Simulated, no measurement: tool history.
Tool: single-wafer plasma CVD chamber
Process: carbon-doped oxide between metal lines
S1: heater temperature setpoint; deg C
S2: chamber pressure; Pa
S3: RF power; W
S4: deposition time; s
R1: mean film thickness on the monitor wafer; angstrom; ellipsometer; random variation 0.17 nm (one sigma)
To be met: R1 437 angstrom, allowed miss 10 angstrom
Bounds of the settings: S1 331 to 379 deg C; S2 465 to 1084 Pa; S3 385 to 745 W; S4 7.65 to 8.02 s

run	hour	S1	S2	S3	S4	R1
1	0	355	775	565	8.02	505.27
2	8.7	355	775	515	8.02	469.65
3	12.9	348	775	515	8.02	480.28
4	20.6	349	760	510	8.02	477.34
5	21.2	349	629	510	8.02	467.33
6	29.5	350	620	505	8.02	462.59
7	32	351	612	500	8.02	455.39
8	33.9	352	605	500	8.02	455.63
9	35.3	353	599	500	8.02	447.8

4 next moves are on the table. One of them brings every result within its allowed miss. Which?
A	36.7	342	531	530	7.65	?
B	36.7	353	712	530	7.65	?
C	36.7	354	691	490	7.78	?
D	36.7	344	601	495	8.02	?

move	R1
A	461.89
B	456.75
C	433.05
D	459.42
A: further off than the last run
B: further off than the last run
C: meets every target
D: further off than the last run
Answer: C
